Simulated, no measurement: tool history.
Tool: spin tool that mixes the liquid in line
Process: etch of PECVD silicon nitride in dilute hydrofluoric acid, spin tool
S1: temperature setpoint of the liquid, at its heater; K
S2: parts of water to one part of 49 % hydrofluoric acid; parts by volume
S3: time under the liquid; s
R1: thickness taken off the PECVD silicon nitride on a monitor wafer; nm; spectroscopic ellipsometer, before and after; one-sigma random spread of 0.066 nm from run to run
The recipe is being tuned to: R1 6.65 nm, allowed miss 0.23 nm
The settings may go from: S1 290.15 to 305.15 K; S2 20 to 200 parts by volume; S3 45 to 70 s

run    day      S1   S2  S3      R1
  1      0  297.15  110  70  2.0833
  2  0.342  297.15  145  70  1.6001
  3  0.454  300.15  145  70  1.9358
  4  0.496  300.65  130  70  2.2249
  5  0.838  301.15  120  70  2.4805
  6  0.904  301.65  110  70  2.7345
  7  1.088  302.15  100  70  3.1859
  8  1.412  302.65   95  70  3.4561
  9  1.696  303.15   90  70  3.7742
 10   1.95  303.15   85  70  3.9856
 11  2.179  303.15   80  70  4.2789

Of the 5 settings listed for the next run, only one would bring every result within its allowed miss of target. Which one?
  A  2.408  304.65  50  70   ?
  B  2.408  304.65  60  70   ?
  C  2.408  304.65  55  70   ?
  D  2.408  302.65  45  70   ?
  E  2.408  301.65  50  70   ?

move      R1
   A  7.5251
   B  6.2769
   C  6.8452
   D  7.3428
   E  6.2013
A: takes the result that was furthest off past its target
B: closer than the last run, but not yet in spec
C: hits every target within its allowed miss
D: takes the result that was furthest off past its target
E: closer than the last run, but not yet in spec
Move C is the one to make.
